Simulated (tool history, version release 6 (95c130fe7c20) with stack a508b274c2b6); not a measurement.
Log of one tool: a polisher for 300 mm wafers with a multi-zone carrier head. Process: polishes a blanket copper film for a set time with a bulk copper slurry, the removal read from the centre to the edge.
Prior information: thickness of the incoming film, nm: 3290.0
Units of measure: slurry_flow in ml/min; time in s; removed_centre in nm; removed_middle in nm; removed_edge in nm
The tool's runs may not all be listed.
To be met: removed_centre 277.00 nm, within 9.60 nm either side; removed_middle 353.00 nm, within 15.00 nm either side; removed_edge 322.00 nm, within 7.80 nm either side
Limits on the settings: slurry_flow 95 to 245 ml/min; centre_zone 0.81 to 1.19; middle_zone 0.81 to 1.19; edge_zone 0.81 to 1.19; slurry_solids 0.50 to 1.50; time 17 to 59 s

{"run": 1, "hour": 0.0, "slurry_flow": 155, "centre_zone": 1.0, "middle_zone": 1.0, "edge_zone": 1.0, "slurry_solids": 1.0, "time": 38, "removed_centre": 244.56, "removed_middle": 239.83, "removed_edge": 242.3}
{"run": 2, "hour": 5.3, "slurry_flow": 155, "centre_zone": 1.0, "middle_zone": 1.0, "edge_zone": 1.0, "slurry_solids": 1.1, "time": 38, "removed_centre": 249.35, "removed_middle": 248.96, "removed_edge": 248.79}
{"run": 3, "hour": 10.3, "slurry_flow": 155, "centre_zone": 1.0, "middle_zone": 1.0, "edge_zone": 0.95, "slurry_solids": 1.1, "time": 38, "removed_centre": 245.18, "removed_middle": 247.03, "removed_edge": 243.68}
{"run": 4, "hour": 16.4, "slurry_flow": 155, "centre_zone": 1.07, "middle_zone": 1.0, "edge_zone": 0.95, "slurry_solids": 1.1, "time": 38, "removed_centre": 262.95, "removed_middle": 249.98, "removed_edge": 243.4}
{"run": 5, "hour": 19.7, "slurry_flow": 155, "centre_zone": 1.07, "middle_zone": 1.0, "edge_zone": 0.95, "slurry_solids": 0.9, "time": 38, "removed_centre": 253.41, "removed_middle": 235.43, "removed_edge": 230.2}
{"run": 6, "hour": 24.8, "slurry_flow": 160, "centre_zone": 1.04, "middle_zone": 1.02, "edge_zone": 0.98, "slurry_solids": 1.0, "time": 38, "removed_centre": 254.89, "removed_middle": 241.76, "removed_edge": 240.83}
{"run": 7, "hour": 33.0, "slurry_flow": 155, "centre_zone": 1.01, "middle_zone": 1.04, "edge_zone": 0.97, "slurry_solids": 1.1, "time": 39, "removed_centre": 254.42, "removed_middle": 258.78, "removed_edge": 254.9}
{"run": 8, "hour": 40.1, "slurry_flow": 165, "centre_zone": 1.0, "middle_zone": 1.06, "edge_zone": 0.96, "slurry_solids": 1.15, "time": 39, "removed_centre": 259.76, "removed_middle": 271.4, "removed_edge": 254.03}
{"run": 9, "hour": 47.7, "slurry_flow": 165, "centre_zone": 0.98, "middle_zone": 1.08, "edge_zone": 0.98, "slurry_solids": 1.2, "time": 40, "removed_centre": 265.17, "removed_middle": 285.63, "removed_edge": 266.52}
{"run": 10, "hour": 50.3, "slurry_flow": 210, "centre_zone": 0.88, "middle_zone": 1.18, "edge_zone": 1.08, "slurry_solids": 1.45, "time": 41, "removed_centre": 270.73, "removed_middle": 341.84, "removed_edge": 308.27}
{"run": 11, "hour": 55.2, "slurry_flow": 215, "centre_zone": 0.88, "middle_zone": 1.18, "edge_zone": 1.09, "slurry_solids": 1.45, "time": 41, "removed_centre": 273.01, "removed_middle": 348.62, "removed_edge": 306.38}
{"run": 12, "hour": 61.6, "slurry_flow": 215, "centre_zone": 0.88, "middle_zone": 1.18, "edge_zone": 1.1, "slurry_solids": 1.45, "time": 41, "removed_centre": 262.58, "removed_middle": 342.9, "removed_edge": 307.64}

Of the 4 settings listed for the next run, only one would bring every result within its allowed miss of target. Which one?
{"run": "A", "hour": 68.0, "slurry_flow": 220, "centre_zone": 0.94, "middle_zone": 1.17, "edge_zone": 0.97, "slurry_solids": 1.45, "time": 41, "removed_centre": "?", "removed_middle": "?", "removed_edge": "?"}
{"run": "B", "hour": 68.0, "slurry_flow": 215, "centre_zone": 0.81, "middle_zone": 1.05, "edge_zone": 1.19, "slurry_solids": 1.4, "time": 42, "removed_centre": "?", "removed_middle": "?", "removed_edge": "?"}
{"run": "C", "hour": 68.0, "slurry_flow": 245, "centre_zone": 0.99, "middle_zone": 1.19, "edge_zone": 0.98, "slurry_solids": 1.3, "time": 41, "removed_centre": "?", "removed_middle": "?", "removed_edge": "?"}
{"run": "D", "hour": 68.0, "slurry_flow": 215, "centre_zone": 0.86, "middle_zone": 1.15, "edge_zone": 1.08, "slurry_solids": 1.35, "time": 44, "removed_centre": "?", "removed_middle": "?", "removed_edge": "?"}

move=A removed_centre=287.20 removed_middle=347.85 removed_edge=293.32
move=B removed_centre=253.32 removed_middle=321.10 removed_edge=326.77
move=C removed_centre=297.18 removed_middle=347.52 removed_edge=289.14
move=D removed_centre=277.96 removed_middle=360.26 removed_edge=323.66
A: moves away from the targets compared with the last run
B: the furthest-off result lands on target, but another misses its tolerance
C: moves away from the targets compared with the last run
D: all results in spec
Answer: D
